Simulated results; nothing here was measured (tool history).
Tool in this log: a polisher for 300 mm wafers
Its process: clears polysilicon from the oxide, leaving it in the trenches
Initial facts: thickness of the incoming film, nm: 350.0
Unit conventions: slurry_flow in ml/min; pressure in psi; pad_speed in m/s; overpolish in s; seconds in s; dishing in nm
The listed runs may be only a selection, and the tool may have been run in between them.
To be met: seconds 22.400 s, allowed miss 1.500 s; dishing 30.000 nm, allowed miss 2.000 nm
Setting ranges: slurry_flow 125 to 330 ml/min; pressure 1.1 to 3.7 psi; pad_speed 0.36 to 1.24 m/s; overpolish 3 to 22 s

{"run": 1, "hour": 0.0, "slurry_flow": 210, "pressure": 2.4, "pad_speed": 0.8, "overpolish": 11, "seconds": 33.877, "dishing": 44.323}
{"run": 2, "hour": 6.6, "slurry_flow": 210, "pressure": 2.6, "pad_speed": 0.82, "overpolish": 8, "seconds": 32.973, "dishing": 40.28}
{"run": 3, "hour": 11.6, "slurry_flow": 205, "pressure": 3.0, "pad_speed": 0.84, "overpolish": 6, "seconds": 27.546, "dishing": 38.036}
{"run": 4, "hour": 17.3, "slurry_flow": 205, "pressure": 3.0, "pad_speed": 0.94, "overpolish": 6, "seconds": 24.938, "dishing": 39.842}
{"run": 5, "hour": 24.5, "slurry_flow": 180, "pressure": 3.2, "pad_speed": 0.9, "overpolish": 5, "seconds": 25.479, "dishing": 37.95}
{"run": 6, "hour": 31.4, "slurry_flow": 230, "pressure": 3.4, "pad_speed": 0.8, "overpolish": 4, "seconds": 24.978, "dishing": 33.411}
{"run": 7, "hour": 39.7, "slurry_flow": 250, "pressure": 3.5, "pad_speed": 0.78, "overpolish": 4, "seconds": 24.423, "dishing": 33.157}
{"run": 8, "hour": 41.9, "slurry_flow": 275, "pressure": 3.6, "pad_speed": 0.76, "overpolish": 4, "seconds": 24.398, "dishing": 34.007}
{"run": 9, "hour": 44.1, "slurry_flow": 225, "pressure": 3.6, "pad_speed": 0.78, "overpolish": 4, "seconds": 24.704, "dishing": 33.734}
{"run": 10, "hour": 49.5, "slurry_flow": 260, "pressure": 3.6, "pad_speed": 0.76, "overpolish": 4, "seconds": 24.283, "dishing": 33.914}
{"run": 11, "hour": 51.6, "slurry_flow": 260, "pressure": 3.6, "pad_speed": 0.76, "overpolish": 4, "seconds": 24.641, "dishing": 33.916}
{"run": 12, "hour": 56.9, "slurry_flow": 280, "pressure": 3.6, "pad_speed": 0.76, "overpolish": 4, "seconds": 24.806, "dishing": 33.571}
{"run": 13, "hour": 60.6, "slurry_flow": 275, "pressure": 3.6, "pad_speed": 0.76, "overpolish": 4, "seconds": 24.343, "dishing": 33.355}
{"run": 14, "hour": 66.6, "slurry_flow": 295, "pressure": 3.6, "pad_speed": 0.76, "overpolish": 4, "seconds": 24.572, "dishing": 34.107}
{"run": 15, "hour": 70.8, "slurry_flow": 235, "pressure": 3.6, "pad_speed": 0.78, "overpolish": 4, "seconds": 24.59, "dishing": 33.627}
{"run": 16, "hour": 77.4, "slurry_flow": 265, "pressure": 3.6, "pad_speed": 0.76, "overpolish": 4, "seconds": 23.369, "dishing": 32.93}
{"run": 17, "hour": 78.1, "slurry_flow": 290, "pressure": 3.6, "pad_speed": 0.74, "overpolish": 4, "seconds": 24.243, "dishing": 33.947}

Exercise: of the 5 proposed moves below, exactly one satisfies all targets within the stated allowed misses. Which move is it?
{"run": "A", "hour": 78.8, "slurry_flow": 290, "pressure": 3.6, "pad_speed": 0.92, "overpolish": 9, "seconds": "?", "dishing": "?"}
{"run": "B", "hour": 78.8, "slurry_flow": 325, "pressure": 3.4, "pad_speed": 0.68, "overpolish": 5, "seconds": "?", "dishing": "?"}
{"run": "C", "hour": 78.8, "slurry_flow": 295, "pressure": 3.6, "pad_speed": 0.66, "overpolish": 3, "seconds": "?", "dishing": "?"}
{"run": "D", "hour": 78.8, "slurry_flow": 255, "pressure": 3.5, "pad_speed": 0.68, "overpolish": 3, "seconds": "?", "dishing": "?"}
{"run": "E", "hour": 78.8, "slurry_flow": 275, "pressure": 3.7, "pad_speed": 0.8, "overpolish": 3, "seconds": "?", "dishing": "?"}

move=A seconds=20.629 dishing=48.473
move=B seconds=26.269 dishing=36.980
move=C seconds=25.716 dishing=27.854
move=D seconds=26.248 dishing=27.480
move=E seconds=22.305 dishing=30.495
A: the biggest miss grows against the last run
B: the biggest miss grows against the last run
C: the result that was furthest off in the last run now lies on the other side of its target
D: the result that was furthest off in the last run now lies on the other side of its target
E: every result lands within tolerance
Correct choice: E, which meets every target

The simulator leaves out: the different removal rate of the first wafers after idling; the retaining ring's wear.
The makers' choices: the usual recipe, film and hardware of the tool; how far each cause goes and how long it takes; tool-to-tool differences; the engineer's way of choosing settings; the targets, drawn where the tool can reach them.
